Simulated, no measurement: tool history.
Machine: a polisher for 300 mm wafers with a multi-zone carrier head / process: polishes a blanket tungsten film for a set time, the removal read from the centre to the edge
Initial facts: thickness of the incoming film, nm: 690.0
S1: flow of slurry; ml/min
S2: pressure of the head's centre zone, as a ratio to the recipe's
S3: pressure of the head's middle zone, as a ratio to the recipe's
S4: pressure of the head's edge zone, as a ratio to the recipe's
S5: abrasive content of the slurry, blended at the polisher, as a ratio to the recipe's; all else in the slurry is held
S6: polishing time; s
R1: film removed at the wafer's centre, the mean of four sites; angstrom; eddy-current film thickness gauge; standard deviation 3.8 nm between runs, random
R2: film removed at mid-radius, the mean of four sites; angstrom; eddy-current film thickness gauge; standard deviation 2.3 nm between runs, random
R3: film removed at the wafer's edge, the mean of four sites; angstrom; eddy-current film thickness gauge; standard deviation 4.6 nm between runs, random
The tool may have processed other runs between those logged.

{"run": 1, "hour": 0.0, "S1": 315, "S2": 1, "S3": 1, "S4": 1, "S5": 1, "S6": 62, "R1": 1974.1, "R2": 2001.5, "R3": 1962.8}
{"run": 2, "hour": 4.6, "S1": 315, "S2": 1, "S3": 1, "S4": 1, "S5": 0.85, "S6": 62, "R1": 1868.5, "R2": 1956, "R3": 1922}
{"run": 3, "hour": 6.9, "S1": 310, "S2": 0.98, "S3": 0.99, "S4": 1.03, "S5": 0.95, "S6": 66, "R1": 2070.6, "R2": 2093.1, "R3": 2071.9}
{"run": 4, "hour": 10.8, "S1": 380, "S2": 0.98, "S3": 0.99, "S4": 1.03, "S5": 0.95, "S6": 66, "R1": 2069.4, "R2": 2116.6, "R3": 2091.5}
{"run": 5, "hour": 12.0, "S1": 375, "S2": 0.95, "S3": 0.98, "S4": 1.06, "S5": 1, "S6": 70, "R1": 2150.7, "R2": 2275.3, "R3": 2320.6}
{"run": 6, "hour": 20.1, "S1": 375, "S2": 0.95, "S3": 0.95, "S4": 1.06, "S5": 1, "S6": 70, "R1": 2219.2, "R2": 2207.7, "R3": 2271}
{"run": 7, "hour": 21.6, "S1": 370, "S2": 0.94, "S3": 0.95, "S4": 1.08, "S5": 1.1, "S6": 72, "R1": 2227.6, "R2": 2328, "R3": 2444}
{"run": 8, "hour": 23.4, "S1": 365, "S2": 0.96, "S3": 0.95, "S4": 1.09, "S5": 1.15, "S6": 73, "R1": 2423.8, "R2": 2347.3, "R3": 2480.1}
{"run": 9, "hour": 25.5, "S1": 360, "S2": 0.95, "S3": 0.95, "S4": 1.11, "S5": 1.2, "S6": 75, "R1": 2413.6, "R2": 2474.3, "R3": 2645.1}
{"run": 10, "hour": 34.3, "S1": 355, "S2": 0.96, "S3": 0.95, "S4": 1.12, "S5": 1.25, "S6": 76, "R1": 2437.5, "R2": 2487.4, "R3": 2708.1}

Predict the results of run 11:
{"run": 11, "hour": 35.3, "S1": 380, "S2": 1.02, "S3": 0.99, "S4": 1.18, "S5": 1.5, "S6": 83, "R1": "?", "R2": "?", "R3": "?"}

Logged for run 11: R1 2930 angstrom, R2 2992.8 angstrom, R3 3124.7 angstrom.
